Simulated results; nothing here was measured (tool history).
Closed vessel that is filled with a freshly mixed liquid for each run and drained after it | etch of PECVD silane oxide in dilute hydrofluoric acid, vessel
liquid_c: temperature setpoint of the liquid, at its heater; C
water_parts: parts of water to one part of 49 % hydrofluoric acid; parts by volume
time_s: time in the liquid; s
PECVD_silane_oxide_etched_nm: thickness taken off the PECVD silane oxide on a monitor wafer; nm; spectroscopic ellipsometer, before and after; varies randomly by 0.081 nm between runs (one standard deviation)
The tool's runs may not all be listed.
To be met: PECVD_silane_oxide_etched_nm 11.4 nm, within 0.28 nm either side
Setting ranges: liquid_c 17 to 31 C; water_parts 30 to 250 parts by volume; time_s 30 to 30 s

run	hour	liquid_c	water_parts	time_s	PECVD_silane_oxide_etched_nm
1	0	23	140	30	8.1185
2	3.4	23	140	30	8.1199
3	6.5	23	140	30	8.067
4	10.1	23	160	30	6.8889
5	15.1	23	160	30	6.9613
6	21.4	25	155	30	7.7632
7	22.3	26.5	150	30	8.5815
8	26.4	27.5	145	30	9.3125
9	29.1	28.5	145	30	9.5822
10	34.7	31	130	30	12.137
11	41.4	30.5	130	30	11.772

Which of these 4 next moves meets every target?
A	48.1	27.5	115	30	?
B	48.1	31	130	30	?
C	48.1	29.5	130	30	?
D	48.1	28.5	120	30	?

move	PECVD_silane_oxide_etched_nm
A	12.15
B	11.993
C	11.355
D	12.012
A: moves away from the targets compared with the last run
B: moves away from the targets compared with the last run
C: each result inside its tolerance
D: moves away from the targets compared with the last run
C meets every target.
